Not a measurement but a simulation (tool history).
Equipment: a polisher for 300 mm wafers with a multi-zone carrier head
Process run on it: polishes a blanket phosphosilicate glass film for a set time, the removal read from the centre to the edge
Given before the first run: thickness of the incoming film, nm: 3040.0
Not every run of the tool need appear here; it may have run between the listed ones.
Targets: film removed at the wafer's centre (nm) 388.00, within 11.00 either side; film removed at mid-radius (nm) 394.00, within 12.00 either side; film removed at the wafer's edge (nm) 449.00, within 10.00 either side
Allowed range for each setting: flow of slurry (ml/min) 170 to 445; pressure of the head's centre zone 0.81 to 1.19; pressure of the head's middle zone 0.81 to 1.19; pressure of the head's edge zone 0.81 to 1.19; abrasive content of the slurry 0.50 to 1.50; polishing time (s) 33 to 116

| run | day | flow of slurry (ml/min) | pressure of the head's centre zone | pressure of the head's middle zone | pressure of the head's edge zone | abrasive content of the slurry | polishing time (s) | film removed at the wafer's centre (nm) | film removed at mid-radius (nm) | film removed at the wafer's edge (nm) |
|---|---|---|---|---|---|---|---|---|---|---|
| 1 | 0.000 | 285 | 1.00 | 1.00 | 1.00 | 1.00 | 74 | 395.20 | 387.91 | 376.87 |
| 2 | 0.233 | 295 | 0.98 | 0.98 | 1.05 | 1.05 | 74 | 394.47 | 390.69 | 399.89 |
| 3 | 0.304 | 310 | 0.97 | 0.97 | 1.09 | 1.05 | 74 | 396.90 | 386.52 | 405.81 |
| 4 | 0.600 | 310 | 0.95 | 0.96 | 1.11 | 1.10 | 74 | 387.71 | 393.43 | 414.70 |
| 5 | 0.933 | 310 | 0.95 | 0.91 | 1.11 | 1.10 | 74 | 388.58 | 368.76 | 417.41 |
| 6 | 0.992 | 310 | 0.90 | 0.91 | 1.11 | 1.10 | 74 | 370.52 | 375.19 | 423.56 |
| 7 | 1.258 | 325 | 0.90 | 0.91 | 1.13 | 1.10 | 74 | 374.24 | 373.75 | 422.01 |
| 8 | 1.454 | 325 | 0.90 | 0.91 | 1.14 | 1.15 | 74 | 380.53 | 385.68 | 431.64 |
| 9 | 1.696 | 325 | 0.90 | 0.91 | 1.15 | 1.15 | 74 | 372.73 | 386.62 | 432.21 |
| 10 | 1.771 | 330 | 0.90 | 0.90 | 1.16 | 1.15 | 74 | 383.03 | 381.00 | 433.71 |

Which one of the following 4 next-run settings gets every result inside its allowed miss? There is exactly one.
| A | 1.846 | 335 | 0.90 | 0.92 | 1.17 | 1.00 | 80 | ? | ? | ? |
| B | 1.846 | 280 | 0.84 | 0.84 | 1.11 | 1.30 | 79 | ? | ? | ? |
| C | 1.846 | 315 | 0.88 | 0.81 | 1.11 | 1.20 | 77 | ? | ? | ? |
| D | 1.846 | 315 | 0.84 | 0.91 | 1.15 | 1.15 | 77 | ? | ? | ? |

| move | film removed at the wafer's centre (nm) | film removed at mid-radius (nm) | film removed at the wafer's edge (nm) |
|---|---|---|---|
| A | 390.87 | 397.01 | 449.47 |
| B | 388.51 | 393.46 | 469.43 |
| C | 390.43 | 365.82 | 448.77 |
| D | 367.20 | 396.61 | 449.52 |
A: each result inside its tolerance
B: the result that was furthest off in the last run now lies on the other side of its target
C: meets the target for the result that was furthest off, but another lies outside its allowed miss
D: meets the target for the result that was furthest off, but another lies outside its allowed miss
Correct choice: A, which meets every target
